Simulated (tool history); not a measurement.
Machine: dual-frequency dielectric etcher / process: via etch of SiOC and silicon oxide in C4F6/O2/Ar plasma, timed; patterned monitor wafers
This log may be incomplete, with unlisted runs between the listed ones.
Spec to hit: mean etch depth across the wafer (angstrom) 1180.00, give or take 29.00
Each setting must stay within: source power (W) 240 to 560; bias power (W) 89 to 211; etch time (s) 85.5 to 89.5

run	day	source power (W)	bias power (W)	etch time (s)	mean etch depth across the wafer (angstrom)
1	0.000	400	150	85.5	992.43
2	0.058	400	173	85.5	1052.90
3	0.392	410	174	85.5	1050.80
4	0.754	410	174	85.5	1065.10
5	1.058	460	174	85.5	1105.30
6	1.158	460	185	85.5	1121.60
7	1.354	470	186	85.5	1142.40
8	1.596	470	187	85.5	1140.70
9	1.817	470	188	85.5	1149.40

Pick the move, out of 4, that brings all results within their allowed miss; only one does.
A	2.038	560	138	88.0	?
B	2.038	480	173	85.5	?
C	2.038	500	183	87.5	?
D	2.038	470	170	85.5	?

move	mean etch depth across the wafer (angstrom)
A	1116.40
B	1118.30
C	1186.70
D	1102.50
A: moves away from the targets compared with the last run
B: moves away from the targets compared with the last run
C: meets every target
D: moves away from the targets compared with the last run
Correct choice: C, which meets every target

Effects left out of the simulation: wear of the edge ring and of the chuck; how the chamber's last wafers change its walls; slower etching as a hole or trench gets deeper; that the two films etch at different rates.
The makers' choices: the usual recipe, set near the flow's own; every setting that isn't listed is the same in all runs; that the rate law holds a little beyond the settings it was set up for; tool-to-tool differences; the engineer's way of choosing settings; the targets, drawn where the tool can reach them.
